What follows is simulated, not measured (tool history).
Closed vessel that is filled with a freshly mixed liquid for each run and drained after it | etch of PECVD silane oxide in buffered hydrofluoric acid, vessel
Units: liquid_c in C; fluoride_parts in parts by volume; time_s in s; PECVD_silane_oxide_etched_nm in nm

run    day  liquid_c  fluoride_parts  time_s  PECVD_silane_oxide_etched_nm
  1  0.000      23.0             8.5      30                        56.482
  2  0.188      24.5             8.5      30                        61.311
  3  0.492      24.5             8.5      30                        60.729
  4  0.633      26.0             8.5      30                        65.787
  5  0.821      26.0            10.0      30                        57.513
  6  1.183      28.5            10.0      30                        65.656
  7  1.388      29.0            10.0      30                        67.134

Forecast run 8:
  8  1.558      29.5            10.0      30                             ?

PECVD_silane_oxide_etched_nm: 68.758 nm

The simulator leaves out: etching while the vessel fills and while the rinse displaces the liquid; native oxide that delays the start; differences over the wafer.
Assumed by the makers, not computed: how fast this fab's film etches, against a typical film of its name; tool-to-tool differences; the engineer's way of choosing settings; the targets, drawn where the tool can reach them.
